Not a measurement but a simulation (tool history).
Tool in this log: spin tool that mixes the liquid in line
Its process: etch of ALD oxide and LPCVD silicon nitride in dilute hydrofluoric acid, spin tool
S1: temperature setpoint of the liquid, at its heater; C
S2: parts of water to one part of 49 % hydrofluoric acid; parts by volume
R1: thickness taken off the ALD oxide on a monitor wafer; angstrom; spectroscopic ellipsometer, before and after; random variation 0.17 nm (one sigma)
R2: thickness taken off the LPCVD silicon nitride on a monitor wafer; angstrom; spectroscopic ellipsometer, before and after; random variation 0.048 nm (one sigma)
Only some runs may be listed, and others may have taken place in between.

{"run": 1, "hour": 0.0, "S1": 26, "S2": 225, "time under the liquid (s)": 165, "R1": 101.67, "R2": 4.3971}
{"run": 2, "hour": 6.3, "S1": 26, "S2": 225, "time under the liquid (s)": 210, "R1": 131.51, "R2": 5.3909}
{"run": 3, "hour": 7.1, "S1": 27, "S2": 215, "time under the liquid (s)": 210, "R1": 143.64, "R2": 5.7656}
{"run": 4, "hour": 11.0, "S1": 25, "S2": 215, "time under the liquid (s)": 210, "R1": 133.67, "R2": 4.416}
{"run": 5, "hour": 19.9, "S1": 25, "S2": 215, "time under the liquid (s)": 155, "R1": 96.1, "R2": 3.6253}
{"run": 6, "hour": 28.8, "S1": 26, "S2": 190, "time under the liquid (s)": 155, "R1": 116.69, "R2": 4.4694}
{"run": 7, "hour": 32.5, "S1": 26, "S2": 190, "time under the liquid (s)": 155, "R1": 116.11, "R2": 4.656}
{"run": 8, "hour": 39.3, "S1": 26.5, "S2": 170, "time under the liquid (s)": 155, "R1": 137.6, "R2": 5.8525}
{"run": 9, "hour": 46.9, "S1": 26.5, "S2": 160, "time under the liquid (s)": 155, "R1": 148.11, "R2": 6.1015}

Run 10 is up next; what results do you expect?
{"run": 10, "hour": 54.7, "S1": 26.5, "S2": 150, "time under the liquid (s)": 155, "R1": "?", "R2": "?"}

R1: 160.4 angstrom
R2: 6.5455 angstrom
